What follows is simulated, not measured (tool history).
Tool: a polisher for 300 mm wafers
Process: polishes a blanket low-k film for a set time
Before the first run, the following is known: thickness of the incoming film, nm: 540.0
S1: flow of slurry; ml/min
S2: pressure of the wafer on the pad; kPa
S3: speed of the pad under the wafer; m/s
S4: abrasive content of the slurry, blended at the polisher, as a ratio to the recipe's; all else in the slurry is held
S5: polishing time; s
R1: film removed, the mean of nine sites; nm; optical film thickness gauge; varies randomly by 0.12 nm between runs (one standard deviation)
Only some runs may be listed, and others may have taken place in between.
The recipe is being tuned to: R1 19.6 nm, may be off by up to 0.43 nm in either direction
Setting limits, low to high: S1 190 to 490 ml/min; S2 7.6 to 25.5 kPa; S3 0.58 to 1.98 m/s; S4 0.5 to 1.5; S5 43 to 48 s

| run | hour | S1 | S2 | S3 | S4 | S5 | R1 |
|---|---|---|---|---|---|---|---|
| 1 | 0 | 315 | 16.5 | 1.28 | 1 | 48 | 35.07 |
| 2 | 4.1 | 310 | 14.5 | 1.26 | 1 | 48 | 31.783 |
| 3 | 6.8 | 310 | 14.5 | 1.26 | 0.9 | 48 | 29.934 |
| 4 | 11 | 310 | 13.1 | 1.24 | 0.9 | 48 | 27.717 |
| 5 | 18.1 | 355 | 13.1 | 1.24 | 0.9 | 48 | 28.136 |
| 6 | 21.6 | 355 | 13.1 | 1.24 | 0.9 | 48 | 27.871 |
| 7 | 28.6 | 355 | 11.7 | 1.22 | 0.9 | 48 | 25.648 |
| 8 | 29.7 | 355 | 11 | 1.2 | 0.9 | 48 | 24.765 |
| 9 | 35.6 | 335 | 7.6 | 1.12 | 0.9 | 48 | 19.266 |

4 next moves are on the table. One of them brings every result within its allowed miss. Which?
| A | 41.5 | 210 | 11.7 | 1.06 | 0.8 | 44 | ? |
| B | 41.5 | 365 | 9.7 | 1.12 | 0.85 | 45 | ? |
| C | 41.5 | 315 | 8.3 | 0.9 | 1.05 | 48 | ? |
| D | 41.5 | 315 | 11.7 | 0.9 | 0.9 | 45 | ? |

| move | R1 |
|---|---|
| A | 18.34 |
| B | 19.523 |
| C | 18.19 |
| D | 18.759 |
A: its largest miss is bigger than the last run's
B: hits every target within its allowed miss
C: its largest miss is bigger than the last run's
D: its largest miss is bigger than the last run's
The move that meets every target is B.

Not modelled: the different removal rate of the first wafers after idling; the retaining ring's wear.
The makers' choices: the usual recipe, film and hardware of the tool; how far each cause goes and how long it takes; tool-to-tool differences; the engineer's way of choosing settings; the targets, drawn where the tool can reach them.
